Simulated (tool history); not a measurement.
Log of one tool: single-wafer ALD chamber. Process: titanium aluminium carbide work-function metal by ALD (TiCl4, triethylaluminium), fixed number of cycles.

run	hour	heater temperature setpoint (deg C)	triethylaluminium pulse time (s)	mean film thickness on the monitor wafer (angstrom)
1	0	300	16	20.321
2	5.1	298	15.84	20.231
3	5.8	298	17.42	20.235
4	7.1	296	17.27	20.169
5	8.7	293	16.91	19.751
6	16.5	292	16.81	19.679

The next listed run, before its measurement:
7	25.5	291	16.71	?

mean film thickness on the monitor wafer (angstrom): 19.648
